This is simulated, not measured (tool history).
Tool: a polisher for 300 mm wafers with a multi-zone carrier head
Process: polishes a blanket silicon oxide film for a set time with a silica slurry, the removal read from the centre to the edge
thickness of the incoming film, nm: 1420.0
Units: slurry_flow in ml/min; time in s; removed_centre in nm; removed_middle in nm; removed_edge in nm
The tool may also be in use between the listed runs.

Run 1, hour 0.0: slurry_flow 245 ml/min, centre_zone 1.00, middle_zone 1.00, edge_zone 1.00, slurry_solids 1.00, time 86 s. Result: removed_centre 380.44 nm, removed_middle 377.02 nm, removed_edge 391.25 nm.
Run 2, hour 9.0: slurry_flow 245 ml/min, centre_zone 1.00, middle_zone 0.99, edge_zone 0.97, slurry_solids 0.90, time 84 s. Result: removed_centre 360.15 nm, removed_middle 354.29 nm, removed_edge 355.47 nm.
Run 3, hour 17.9: slurry_flow 240 ml/min, centre_zone 0.99, middle_zone 0.96, edge_zone 0.95, slurry_solids 0.80, time 83 s. Result: removed_centre 334.82 nm, removed_middle 325.70 nm, removed_edge 341.88 nm.
Run 4, hour 21.7: slurry_flow 240 ml/min, centre_zone 1.00, middle_zone 0.96, edge_zone 0.93, slurry_solids 0.75, time 81 s. Result: removed_centre 318.16 nm, removed_middle 305.86 nm, removed_edge 320.94 nm.
Run 5, hour 27.3: slurry_flow 235 ml/min, centre_zone 1.01, middle_zone 0.96, edge_zone 0.91, slurry_solids 0.70, time 80 s. Result: removed_centre 314.39 nm, removed_middle 299.35 nm, removed_edge 304.49 nm.
Run 6, hour 32.6: slurry_flow 235 ml/min, centre_zone 1.01, middle_zone 0.96, edge_zone 0.98, slurry_solids 0.70, time 80 s. Result: removed_centre 319.62 nm, removed_middle 297.39 nm, removed_edge 312.89 nm.
Run 7, hour 33.3: slurry_flow 230 ml/min, centre_zone 1.01, middle_zone 0.96, edge_zone 0.96, slurry_solids 0.65, time 79 s. Result: removed_centre 302.35 nm, removed_middle 292.62 nm, removed_edge 300.11 nm.
Run 8, hour 37.8: slurry_flow 225 ml/min, centre_zone 1.02, middle_zone 0.95, edge_zone 0.94, slurry_solids 0.60, time 78 s. Result: removed_centre 290.89 nm, removed_middle 278.98 nm, removed_edge 284.89 nm.

Run 9 comes next. What will it give?
Run 9, hour 43.6: slurry_flow 190 ml/min, centre_zone 1.03, middle_zone 0.89, edge_zone 0.84, slurry_solids 0.55, time 78 s. Result: removed_centre ?, removed_middle ?, removed_edge ?.

removed_centre: 281.29 nm
removed_middle: 245.34 nm
removed_edge: 258.23 nm

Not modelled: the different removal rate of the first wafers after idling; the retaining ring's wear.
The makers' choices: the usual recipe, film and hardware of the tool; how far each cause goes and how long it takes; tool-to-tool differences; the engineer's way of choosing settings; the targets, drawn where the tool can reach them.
